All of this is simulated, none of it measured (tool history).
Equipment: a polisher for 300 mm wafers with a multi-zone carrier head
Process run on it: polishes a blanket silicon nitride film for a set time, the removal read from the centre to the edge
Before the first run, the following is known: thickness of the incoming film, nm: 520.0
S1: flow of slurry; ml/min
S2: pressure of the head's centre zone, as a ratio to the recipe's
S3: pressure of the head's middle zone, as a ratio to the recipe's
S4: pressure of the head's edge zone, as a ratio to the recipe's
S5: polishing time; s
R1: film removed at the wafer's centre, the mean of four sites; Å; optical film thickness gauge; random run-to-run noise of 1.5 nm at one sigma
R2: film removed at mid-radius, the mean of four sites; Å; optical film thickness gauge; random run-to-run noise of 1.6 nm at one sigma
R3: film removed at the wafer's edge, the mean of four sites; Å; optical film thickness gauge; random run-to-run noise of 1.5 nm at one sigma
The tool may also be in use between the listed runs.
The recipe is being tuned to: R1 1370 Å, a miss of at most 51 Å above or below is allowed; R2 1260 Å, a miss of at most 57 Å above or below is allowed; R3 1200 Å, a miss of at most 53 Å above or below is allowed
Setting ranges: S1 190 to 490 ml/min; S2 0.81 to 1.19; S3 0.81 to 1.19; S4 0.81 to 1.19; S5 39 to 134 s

run  hour   S1    S2    S3    S4   S5      R1      R2      R3
  1     0  315     1     1     1   86  1009.3  972.14  949.62
  2   3.4  315  1.02  1.02  1.02   89  1072.2  1004.2  1006.9
  3   4.6  315  1.06  1.02  1.02   89  1109.4    1019  1000.8
  4  11.7  315  1.06  1.02  0.96   89  1112.4  1019.1  976.85
  5  16.2  315   1.1  1.02  0.96   89  1142.3  1037.2  957.81
  6  16.9  315   1.1  0.94  0.96   89  1147.1   921.7  977.52
  7  20.1  315   1.1  0.97  0.98   92  1196.3  1015.8  1003.3
  8  27.4  315   1.1  0.98     1   94  1201.7  1036.1  1045.6
  9  34.1  330  1.16  1.08  1.05  104  1417.1  1226.9  1168.3

Exactly one of the 5 candidate moves below puts every result within its allowed miss. Which one?
  A  40.8  265  1.19  1.14  0.94  105   ?   ?   ?
  B  40.8  300  1.19  1.08  1.05  105   ?   ?   ?
  C  40.8  310  1.11  1.09  1.05  105   ?   ?   ?
  D  40.8  330  1.15  0.99  1.01  107   ?   ?   ?
  E  40.8  465  1.17  1.02  1.19  105   ?   ?   ?

move      R1      R2      R3
   A    1439  1314.6  1104.7
   B  1461.6  1273.1    1179
   C  1368.1  1288.2    1182
   D  1453.7  1217.2  1189.1
   E  1496.3  1258.4  1294.4
A: its largest miss is bigger than the last run's
B: its largest miss is bigger than the last run's
C: in spec on every target
D: its largest miss is bigger than the last run's
E: its largest miss is bigger than the last run's
So the answer is move C, the one that meets all the targets.
